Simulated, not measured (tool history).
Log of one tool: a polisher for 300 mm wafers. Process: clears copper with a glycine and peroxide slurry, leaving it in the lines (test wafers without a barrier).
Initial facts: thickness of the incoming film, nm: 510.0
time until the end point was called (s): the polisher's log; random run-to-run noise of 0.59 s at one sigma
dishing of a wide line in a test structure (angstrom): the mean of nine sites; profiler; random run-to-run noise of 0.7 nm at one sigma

run,hour,flow of slurry (ml/min),pressure of the wafer on the pad (kPa),speed of the pad under the wafer (cm/s),overpolish time after the end point (s),time until the end point was called (s),dishing of a wide line in a test structure (angstrom)
1,0,280,15.2,126,20,98.794,369.4
2,8.8,315,15.2,126,20,96.614,366.76
3,13.5,325,17.9,128,15,83.142,355.94
4,15.2,325,22.1,128,15,70.265,360.05
5,18.4,325,19.3,128,15,78.626,352.59
6,23.9,325,19.3,158,15,65.697,372.32
7,29.5,335,20,156,12,63.338,349.32
8,36,340,20.7,156,10,61.855,343.5

Estimate the outcome of run 9 from the log above:
9,42.5,340,21.4,156,9,?,?

{"run 9": {"time until the end point was called (s)": 59.881, "dishing of a wide line in a test structure (angstrom)": 315.42}}
